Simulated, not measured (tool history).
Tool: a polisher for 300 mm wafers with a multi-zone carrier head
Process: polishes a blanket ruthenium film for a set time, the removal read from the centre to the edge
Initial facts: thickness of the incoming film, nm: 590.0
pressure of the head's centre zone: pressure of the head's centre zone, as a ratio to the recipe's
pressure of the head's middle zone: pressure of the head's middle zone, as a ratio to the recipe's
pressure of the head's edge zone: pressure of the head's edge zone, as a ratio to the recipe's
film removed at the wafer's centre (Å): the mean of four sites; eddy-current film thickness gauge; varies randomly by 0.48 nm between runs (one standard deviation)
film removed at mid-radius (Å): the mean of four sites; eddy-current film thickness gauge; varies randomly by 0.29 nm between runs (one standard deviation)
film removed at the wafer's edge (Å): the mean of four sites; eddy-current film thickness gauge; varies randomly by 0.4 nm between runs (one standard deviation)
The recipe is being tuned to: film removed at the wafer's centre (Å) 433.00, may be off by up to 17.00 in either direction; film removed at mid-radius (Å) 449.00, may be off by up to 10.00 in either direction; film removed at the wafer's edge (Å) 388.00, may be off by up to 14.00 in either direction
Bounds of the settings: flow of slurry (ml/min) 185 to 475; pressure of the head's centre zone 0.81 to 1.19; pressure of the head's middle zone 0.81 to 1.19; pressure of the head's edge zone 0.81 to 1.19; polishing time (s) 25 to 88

run	day	flow of slurry (ml/min)	pressure of the head's centre zone	pressure of the head's middle zone	pressure of the head's edge zone	polishing time (s)	film removed at the wafer's centre (Å)	film removed at mid-radius (Å)	film removed at the wafer's edge (Å)
1	0.000	305	1.00	1.00	1.00	56	498.03	487.54	520.35
2	0.083	305	1.00	1.00	1.08	56	496.26	486.30	544.82
3	0.117	305	1.00	1.00	1.08	46	407.93	400.05	445.93
4	0.488	315	1.01	1.02	1.05	46	414.10	405.11	437.57
5	0.692	315	1.01	1.02	1.02	46	404.66	405.19	429.02
6	0.725	320	1.03	1.04	1.00	46	424.03	410.90	423.47
7	0.775	325	1.03	1.06	0.98	46	420.22	417.53	423.79
8	0.975	325	1.03	1.06	0.98	46	432.06	423.75	420.95
9	1.267	330	1.03	1.07	0.96	46	425.73	422.43	416.11

5 candidate next runs follow, results not yet known. Just one meets every target within its allowed miss. Identify it.
A	1.558	245	1.09	1.12	1.07	45	?	?	?
B	1.558	345	1.11	1.16	0.94	43	?	?	?
C	1.558	290	0.97	1.07	0.96	46	?	?	?
D	1.558	330	0.94	1.08	1.01	46	?	?	?
E	1.558	250	1.09	1.19	0.88	46	?	?	?

move	film removed at the wafer's centre (Å)	film removed at mid-radius (Å)	film removed at the wafer's edge (Å)
A	416.69	419.33	426.74
B	419.58	424.78	391.05
C	385.40	420.69	418.42
D	377.97	428.47	432.65
E	427.10	450.71	396.51
A: moves away from the targets compared with the last run
B: moves toward the targets from the last run without getting all of them in spec
C: moves away from the targets compared with the last run
D: moves away from the targets compared with the last run
E: meets every target
E meets every target.

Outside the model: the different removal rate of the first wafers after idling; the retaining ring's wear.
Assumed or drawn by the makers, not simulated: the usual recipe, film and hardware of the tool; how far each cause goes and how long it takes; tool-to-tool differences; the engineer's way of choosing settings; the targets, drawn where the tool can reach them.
